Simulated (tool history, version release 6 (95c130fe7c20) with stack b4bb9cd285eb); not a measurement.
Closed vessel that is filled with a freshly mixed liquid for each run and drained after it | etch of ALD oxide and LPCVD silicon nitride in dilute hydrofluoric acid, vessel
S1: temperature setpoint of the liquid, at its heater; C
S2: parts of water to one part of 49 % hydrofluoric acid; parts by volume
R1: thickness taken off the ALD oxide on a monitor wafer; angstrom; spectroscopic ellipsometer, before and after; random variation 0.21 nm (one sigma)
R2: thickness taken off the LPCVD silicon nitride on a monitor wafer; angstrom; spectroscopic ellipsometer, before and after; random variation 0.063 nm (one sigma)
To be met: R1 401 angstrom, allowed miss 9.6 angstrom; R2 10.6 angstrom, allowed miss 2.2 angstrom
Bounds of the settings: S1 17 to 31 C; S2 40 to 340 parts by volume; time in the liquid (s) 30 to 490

Run 1, hour 0: S1 23 C, S2 190 parts by volume, time in the liquid (s) 250. Result: R1 260.67 angstrom, R2 7.2349 angstrom.
Run 2, hour 1.1: S1 24.5 C, S2 180 parts by volume, time in the liquid (s) 250. Result: R1 293.17 angstrom, R2 8.3309 angstrom.
Run 3, hour 9.2: S1 24.5 C, S2 180 parts by volume, time in the liquid (s) 360. Result: R1 422.47 angstrom, R2 10.817 angstrom.
Run 4, hour 13.2: S1 24.5 C, S2 180 parts by volume, time in the liquid (s) 285. Result: R1 333.66 angstrom, R2 8.7077 angstrom.
Run 5, hour 18.9: S1 25.5 C, S2 180 parts by volume, time in the liquid (s) 285. Result: R1 347.42 angstrom, R2 9.7498 angstrom.
Run 6, hour 22.7: S1 23.5 C, S2 180 parts by volume, time in the liquid (s) 285. Result: R1 322.92 angstrom, R2 8.1927 angstrom.
Run 7, hour 29: S1 24.5 C, S2 175 parts by volume, time in the liquid (s) 285. Result: R1 344.65 angstrom, R2 9.1456 angstrom.
Run 8, hour 29.9: S1 25 C, S2 175 parts by volume, time in the liquid (s) 285. Result: R1 354.67 angstrom, R2 8.0624 angstrom.

4 next moves are on the table. One of them brings every result within its allowed miss. Which?
Run A, hour 30.8: S1 26 C, S2 180 parts by volume, time in the liquid (s) 300. Result: R1 ?, R2 ?.
Run B, hour 30.8: S1 25 C, S2 180 parts by volume, time in the liquid (s) 320. Result: R1 ?, R2 ?.
Run C, hour 30.8: S1 31 C, S2 230 parts by volume, time in the liquid (s) 350. Result: R1 ?, R2 ?.
Run D, hour 30.8: S1 26 C, S2 130 parts by volume, time in the liquid (s) 220. Result: R1 ?, R2 ?.

move      R1      R2
   A  374.26  10.376
   B  384.77  10.393
   C  383.78  12.782
   D  403.32  10.527
A: nearer than the last run, and not there yet
B: nearer than the last run, and not there yet
C: nearer than the last run, and not there yet
D: meets every target
The right move is D.
